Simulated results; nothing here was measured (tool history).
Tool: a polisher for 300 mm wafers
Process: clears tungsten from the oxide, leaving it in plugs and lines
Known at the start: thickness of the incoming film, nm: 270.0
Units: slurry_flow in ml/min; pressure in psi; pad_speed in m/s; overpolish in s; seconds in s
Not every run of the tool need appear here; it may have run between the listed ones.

{"run": 1, "hour": 0.0, "slurry_flow": 235, "pressure": 4.1, "pad_speed": 1.38, "slurry_solids": 1, "overpolish": 29, "seconds": 43.22}
{"run": 2, "hour": 5.6, "slurry_flow": 235, "pressure": 3.4, "pad_speed": 1.32, "slurry_solids": 1, "overpolish": 29, "seconds": 54.299}
{"run": 3, "hour": 10.8, "slurry_flow": 235, "pressure": 2.9, "pad_speed": 1.3, "slurry_solids": 1, "overpolish": 29, "seconds": 63.202}
{"run": 4, "hour": 16.1, "slurry_flow": 205, "pressure": 2.9, "pad_speed": 1.3, "slurry_solids": 1, "overpolish": 29, "seconds": 64.859}
{"run": 5, "hour": 20.8, "slurry_flow": 205, "pressure": 2.9, "pad_speed": 1.3, "slurry_solids": 1.15, "overpolish": 29, "seconds": 62.082}
{"run": 6, "hour": 21.6, "slurry_flow": 205, "pressure": 2.9, "pad_speed": 1.3, "slurry_solids": 1.3, "overpolish": 29, "seconds": 59.951}

Run 7, settings as shown, results not yet in. Your forecast:
{"run": 7, "hour": 28.6, "slurry_flow": 200, "pressure": 2.6, "pad_speed": 1.28, "slurry_solids": 1.3, "overpolish": 29, "seconds": "?"}

{"run 7": {"seconds": 67.989}}
